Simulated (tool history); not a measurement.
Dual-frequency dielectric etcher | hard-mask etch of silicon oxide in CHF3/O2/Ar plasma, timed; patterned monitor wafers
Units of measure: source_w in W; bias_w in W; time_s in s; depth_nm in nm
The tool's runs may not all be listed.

Run 1, hour 0: source_w 790 W, bias_w 197 W, time_s 29 s. Result: depth_nm 66.818 nm.
Run 2, hour 7.7: source_w 790 W, bias_w 221 W, time_s 29 s. Result: depth_nm 68.405 nm.
Run 3, hour 15.7: source_w 650 W, bias_w 221 W, time_s 29 s. Result: depth_nm 64.327 nm.
Run 4, hour 19: source_w 680 W, bias_w 225 W, time_s 29 s. Result: depth_nm 66.451 nm.
Run 5, hour 23.3: source_w 680 W, bias_w 225 W, time_s 29 s. Result: depth_nm 66.2 nm.
Run 6, hour 29.8: source_w 580 W, bias_w 225 W, time_s 29 s. Result: depth_nm 62.511 nm.
Run 7, hour 35.4: source_w 610 W, bias_w 228 W, time_s 29 s. Result: depth_nm 63.568 nm.
Run 8, hour 38.9: source_w 640 W, bias_w 231 W, time_s 29 s. Result: depth_nm 65.157 nm.
Run 9, hour 42.9: source_w 670 W, bias_w 234 W, time_s 29 s. Result: depth_nm 66.014 nm.

Expected results for the next run?
Run 10, hour 50.8: source_w 700 W, bias_w 237 W, time_s 29 s. Result: depth_nm ?.

{"run 10": {"depth_nm": 67.666}}
